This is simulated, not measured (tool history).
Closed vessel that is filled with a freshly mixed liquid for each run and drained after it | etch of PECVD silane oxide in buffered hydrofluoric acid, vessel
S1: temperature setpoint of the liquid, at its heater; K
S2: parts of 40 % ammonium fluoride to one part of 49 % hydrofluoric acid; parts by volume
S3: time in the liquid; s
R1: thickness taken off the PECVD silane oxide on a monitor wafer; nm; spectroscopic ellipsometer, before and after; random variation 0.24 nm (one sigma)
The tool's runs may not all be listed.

run 1 hour=0 | S1=296.15 S2=14 S3=35 | R1=41.401
run 2 hour=2.9 | S1=296.15 S2=14 S3=35 | R1=40.472
run 3 hour=11.7 | S1=296.15 S2=14 S3=35 | R1=41.457
run 4 hour=17.4 | S1=296.15 S2=14 S3=30 | R1=34.97
run 5 hour=20.9 | S1=294.65 S2=14 S3=30 | R1=32.614
run 6 hour=25.3 | S1=296.65 S2=14 S3=30 | R1=36.538
run 7 hour=32.4 | S1=295.15 S2=14.5 S3=30 | R1=32.642
run 8 hour=34.6 | S1=294.15 S2=14.5 S3=30 | R1=30.373
run 9 hour=42 | S1=293.15 S2=14.5 S3=30 | R1=28.79

Run 10 comes next. What will it give?
run 10 hour=50.8 | S1=292.65 S2=14.5 S3=30 | R1=?

Run 10 gave R1 28.283 nm.
